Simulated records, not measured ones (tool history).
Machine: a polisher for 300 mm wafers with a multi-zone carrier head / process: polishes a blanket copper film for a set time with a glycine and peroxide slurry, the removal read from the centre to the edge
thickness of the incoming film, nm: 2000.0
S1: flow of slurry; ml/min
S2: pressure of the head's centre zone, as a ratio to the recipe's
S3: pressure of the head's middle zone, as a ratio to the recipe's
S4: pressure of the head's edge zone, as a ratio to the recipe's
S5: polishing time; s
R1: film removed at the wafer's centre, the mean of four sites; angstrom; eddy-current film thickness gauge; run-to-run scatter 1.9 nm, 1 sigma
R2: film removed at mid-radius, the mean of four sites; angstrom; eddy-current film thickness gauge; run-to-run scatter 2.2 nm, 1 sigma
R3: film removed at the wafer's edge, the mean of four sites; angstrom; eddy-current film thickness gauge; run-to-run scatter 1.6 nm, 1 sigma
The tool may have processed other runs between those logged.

{"run": 1, "hour": 0.0, "S1": 265, "S2": 1, "S3": 1, "S4": 1, "S5": 41, "R1": 1951.4, "R2": 2084.2, "R3": 2110.7}
{"run": 2, "hour": 7.0, "S1": 235, "S2": 1, "S3": 1, "S4": 1, "S5": 41, "R1": 1945.2, "R2": 2075.4, "R3": 2067.6}
{"run": 3, "hour": 9.8, "S1": 235, "S2": 0.94, "S3": 1, "S4": 1, "S5": 41, "R1": 1834.9, "R2": 2065.3, "R3": 2076.4}
{"run": 4, "hour": 16.5, "S1": 235, "S2": 0.94, "S3": 1, "S4": 1, "S5": 48, "R1": 2169.5, "R2": 2379.5, "R3": 2446.6}
{"run": 5, "hour": 22.4, "S1": 235, "S2": 0.98, "S3": 1, "S4": 1, "S5": 48, "R1": 2234.2, "R2": 2429, "R3": 2455.7}
{"run": 6, "hour": 24.5, "S1": 235, "S2": 0.98, "S3": 0.95, "S4": 1, "S5": 48, "R1": 2239.2, "R2": 2352.1, "R3": 2425.6}

Estimate the outcome of run 7 from the log above:
{"hour": 30.5, "done": "centre zone pressure recalibrated"}
{"run": 7, "hour": 30.5, "S1": 230, "S2": 1, "S3": 0.94, "S4": 0.98, "S5": 48, "R1": "?", "R2": "?", "R3": "?"}

Run 7 measured R1 2322.5 angstrom, R2 2320.9 angstrom, R3 2448.8 angstrom.
